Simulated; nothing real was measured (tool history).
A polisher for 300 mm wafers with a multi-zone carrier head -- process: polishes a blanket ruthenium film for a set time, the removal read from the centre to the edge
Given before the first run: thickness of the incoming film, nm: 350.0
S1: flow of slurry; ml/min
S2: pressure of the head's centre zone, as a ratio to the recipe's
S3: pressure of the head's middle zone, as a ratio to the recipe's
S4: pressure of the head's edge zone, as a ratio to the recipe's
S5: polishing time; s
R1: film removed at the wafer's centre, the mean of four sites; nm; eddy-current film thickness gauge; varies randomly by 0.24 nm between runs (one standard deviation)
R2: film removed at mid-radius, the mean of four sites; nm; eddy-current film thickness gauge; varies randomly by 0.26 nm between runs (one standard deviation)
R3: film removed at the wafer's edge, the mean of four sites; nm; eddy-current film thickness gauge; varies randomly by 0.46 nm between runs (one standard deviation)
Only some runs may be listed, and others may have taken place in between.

run 1 hour=0 | S1=185 S2=1 S3=1 S4=1 S5=35 | R1=31.254 R2=30.867 R3=30.591
run 2 hour=7.9 | S1=190 S2=0.99 S3=1 S4=1.02 S5=36 | R1=32.054 R2=31.932 R3=32.093
run 3 hour=9.1 | S1=190 S2=0.99 S3=0.93 S4=1.02 S5=36 | R1=32.071 R2=30.269 R3=32.171
run 4 hour=13.7 | S1=190 S2=0.99 S3=0.93 S4=1.02 S5=29 | R1=25.507 R2=24.062 R3=25.501
run 5 hour=20 | S1=190 S2=0.98 S3=0.93 S4=1.04 S5=31 | R1=27.39 R2=26.17 R3=27.45
run 6 hour=22.9 | S1=235 S2=0.98 S3=0.93 S4=1.04 S5=31 | R1=28.199 R2=26.364 R3=28.249
run 7 hour=23.6 | S1=235 S2=0.96 S3=0.93 S4=1.06 S5=32 | R1=28.361 R2=27.399 R3=29.834
run 8 hour=29.1 | S1=240 S2=0.95 S3=0.94 S4=1.07 S5=33 | R1=29.074 R2=28.701 R3=30.682
run 9 hour=33.6 | S1=240 S2=0.94 S3=0.94 S4=1.08 S5=34 | R1=29.572 R2=29.909 R3=32.175
run 10 hour=39.9 | S1=240 S2=0.94 S3=0.94 S4=1.09 S5=35 | R1=30.255 R2=30.215 R3=32.906
run 11 hour=42.2 | S1=240 S2=0.93 S3=0.94 S4=1.1 S5=36 | R1=30.956 R2=31.293 R3=33.689

Predict the results of run 12:
run 12 hour=51.2 | S1=245 S2=0.92 S3=0.94 S4=1.11 S5=37 | R1=? R2=? R3=?

{"run 12": {"R1": 31.765, "R2": 32.218, "R3": 34.624}}

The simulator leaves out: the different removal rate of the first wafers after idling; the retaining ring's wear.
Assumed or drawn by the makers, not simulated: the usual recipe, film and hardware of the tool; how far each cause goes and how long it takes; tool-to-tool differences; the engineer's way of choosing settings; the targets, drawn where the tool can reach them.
